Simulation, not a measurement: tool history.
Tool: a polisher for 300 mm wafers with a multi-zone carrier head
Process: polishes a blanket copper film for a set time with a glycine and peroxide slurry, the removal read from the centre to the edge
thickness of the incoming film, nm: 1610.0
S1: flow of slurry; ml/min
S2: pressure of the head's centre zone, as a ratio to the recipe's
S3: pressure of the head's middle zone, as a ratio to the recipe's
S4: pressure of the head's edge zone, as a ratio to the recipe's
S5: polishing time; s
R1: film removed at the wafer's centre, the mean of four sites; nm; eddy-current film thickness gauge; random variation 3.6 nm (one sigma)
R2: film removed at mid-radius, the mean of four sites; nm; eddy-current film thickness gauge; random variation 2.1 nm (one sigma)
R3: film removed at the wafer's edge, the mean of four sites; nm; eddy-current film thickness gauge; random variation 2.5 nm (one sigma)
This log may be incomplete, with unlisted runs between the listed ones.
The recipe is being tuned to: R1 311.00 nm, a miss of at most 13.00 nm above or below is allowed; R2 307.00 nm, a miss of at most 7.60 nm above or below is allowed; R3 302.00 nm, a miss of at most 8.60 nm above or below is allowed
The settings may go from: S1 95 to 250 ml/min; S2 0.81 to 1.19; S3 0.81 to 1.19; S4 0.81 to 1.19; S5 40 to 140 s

| run | hour | S1 | S2 | S3 | S4 | S5 | R1 | R2 | R3 |
|---|---|---|---|---|---|---|---|---|---|
| 1 | 0.0 | 160 | 1.00 | 1.00 | 1.00 | 90 | 418.22 | 413.58 | 411.09 |
| 2 | 9.1 | 160 | 1.00 | 1.00 | 1.00 | 73 | 332.50 | 337.18 | 338.08 |
| 3 | 11.2 | 160 | 1.00 | 0.93 | 1.00 | 73 | 329.75 | 316.19 | 334.24 |
| 4 | 19.0 | 160 | 1.00 | 0.93 | 0.94 | 73 | 332.12 | 318.92 | 324.47 |
| 5 | 24.2 | 155 | 1.00 | 0.93 | 0.93 | 73 | 323.87 | 315.67 | 329.86 |
| 6 | 25.0 | 160 | 1.00 | 0.93 | 0.92 | 72 | 329.07 | 308.26 | 322.35 |
| 7 | 30.6 | 160 | 1.00 | 0.94 | 0.91 | 72 | 324.67 | 316.15 | 319.53 |
| 8 | 36.1 | 130 | 1.01 | 0.94 | 0.86 | 71 | 316.06 | 290.52 | 294.60 |
| 9 | 41.2 | 130 | 1.01 | 0.94 | 0.86 | 71 | 307.64 | 296.43 | 297.02 |

4 next moves are on the table. One of them brings every result within its allowed miss. Which?
| A | 46.3 | 165 | 1.01 | 0.99 | 0.94 | 67 | ? | ? | ? |
| B | 46.3 | 150 | 0.98 | 1.02 | 0.87 | 70 | ? | ? | ? |
| C | 46.3 | 105 | 1.05 | 1.11 | 0.81 | 73 | ? | ? | ? |
| D | 46.3 | 140 | 1.08 | 0.83 | 0.86 | 72 | ? | ? | ? |

| move | R1 | R2 | R3 |
|---|---|---|---|
| A | 315.07 | 305.15 | 301.07 |
| B | 312.55 | 320.79 | 299.22 |
| C | 313.84 | 326.85 | 282.54 |
| D | 347.99 | 273.53 | 303.58 |
A: meets every target
B: moves the result that the last run missed by most past its target, out the other side
C: moves the result that the last run missed by most past its target, out the other side
D: moves away from the targets compared with the last run
Answer: A
